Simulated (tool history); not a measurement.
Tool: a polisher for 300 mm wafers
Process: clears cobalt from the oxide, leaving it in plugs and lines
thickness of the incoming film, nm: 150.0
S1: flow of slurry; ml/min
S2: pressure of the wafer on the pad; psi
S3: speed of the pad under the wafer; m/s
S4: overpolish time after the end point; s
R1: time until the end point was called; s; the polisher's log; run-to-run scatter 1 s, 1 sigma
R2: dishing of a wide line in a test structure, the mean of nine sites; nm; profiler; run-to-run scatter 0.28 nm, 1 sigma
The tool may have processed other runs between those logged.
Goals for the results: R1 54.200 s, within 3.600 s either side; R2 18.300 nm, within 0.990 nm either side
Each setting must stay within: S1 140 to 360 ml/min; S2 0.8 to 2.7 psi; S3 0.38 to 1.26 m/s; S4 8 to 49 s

run,hour,S1,S2,S3,S4,R1,R2
1,0.0,230,1.7,0.82,25,41.157,46.088
2,1.1,220,1.5,0.80,20,48.623,38.007
3,3.9,200,1.3,0.84,17,53.187,31.849
4,6.7,185,1.2,0.90,15,55.310,29.315
5,9.3,185,1.2,0.90,19,54.660,33.775
6,17.5,175,1.1,0.94,16,56.909,29.755
7,21.0,140,0.8,1.16,8,65.091,15.733
8,27.4,155,0.8,1.16,8,62.813,15.748
9,35.4,165,0.9,1.14,8,58.174,17.076

Which one of the following 5 next-run settings gets every result inside its allowed miss? There is exactly one.
A,43.4,160,0.9,1.26,8,?,?
B,43.4,150,0.8,1.20,8,?,?
C,43.4,140,0.9,1.00,8,?,?
D,43.4,175,0.8,1.14,8,?,?
E,43.4,140,0.9,1.08,10,?,?

move,R1,R2
A,52.185,18.579
B,61.820,16.149
C,66.931,15.098
D,63.425,15.806
E,62.087,19.358
A: each result inside its tolerance
B: the biggest miss grows against the last run
C: the biggest miss grows against the last run
D: the biggest miss grows against the last run
E: the result that was furthest off in the last run now lies on the other side of its target
The right move is A.

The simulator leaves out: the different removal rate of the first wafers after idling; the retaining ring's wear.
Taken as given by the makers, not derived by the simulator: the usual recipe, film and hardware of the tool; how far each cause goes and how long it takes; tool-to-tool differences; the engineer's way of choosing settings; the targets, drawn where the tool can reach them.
